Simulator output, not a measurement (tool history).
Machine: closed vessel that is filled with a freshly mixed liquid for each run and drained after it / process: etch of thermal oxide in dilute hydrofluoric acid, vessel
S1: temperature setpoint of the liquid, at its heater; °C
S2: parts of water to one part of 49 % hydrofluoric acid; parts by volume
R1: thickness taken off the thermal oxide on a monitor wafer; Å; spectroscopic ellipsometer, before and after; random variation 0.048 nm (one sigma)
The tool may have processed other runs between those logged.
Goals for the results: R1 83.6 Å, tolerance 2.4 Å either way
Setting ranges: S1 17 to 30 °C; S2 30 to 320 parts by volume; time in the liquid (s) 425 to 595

{"run": 1, "hour": 0.0, "S1": 22, "S2": 175, "time in the liquid (s)": 595, "R1": 134.66}
{"run": 2, "hour": 9.1, "S1": 21, "S2": 185, "time in the liquid (s)": 595, "R1": 121.6}
{"run": 3, "hour": 18.6, "S1": 20, "S2": 195, "time in the liquid (s)": 595, "R1": 110.51}
{"run": 4, "hour": 21.3, "S1": 22, "S2": 195, "time in the liquid (s)": 595, "R1": 117.67}
{"run": 5, "hour": 26.5, "S1": 22, "S2": 145, "time in the liquid (s)": 595, "R1": 168.01}
{"run": 6, "hour": 32.2, "S1": 22, "S2": 145, "time in the liquid (s)": 595, "R1": 165.62}
{"run": 7, "hour": 37.7, "S1": 21, "S2": 165, "time in the liquid (s)": 595, "R1": 138.83}
{"run": 8, "hour": 46.1, "S1": 17, "S2": 230, "time in the liquid (s)": 590, "R1": 79.012}
{"run": 9, "hour": 52.9, "S1": 17.5, "S2": 230, "time in the liquid (s)": 590, "R1": 81.113}

Which of these 4 next moves meets every target?
{"run": "A", "hour": 59.7, "S1": 20, "S2": 240, "time in the liquid (s)": 580, "R1": "?"}
{"run": "B", "hour": 59.7, "S1": 17.5, "S2": 210, "time in the liquid (s)": 580, "R1": "?"}
{"run": "C", "hour": 59.7, "S1": 18.5, "S2": 250, "time in the liquid (s)": 595, "R1": "?"}
{"run": "D", "hour": 59.7, "S1": 18.5, "S2": 230, "time in the liquid (s)": 535, "R1": "?"}

move=A R1=83.152
move=B R1=88.73
move=C R1=76.648
move=D R1=76.289
A: in spec on every target
B: takes the result that was furthest off past its target
C: lands further from the targets than the last run did
D: lands further from the targets than the last run did
So the answer is move A, the one that meets all the targets.
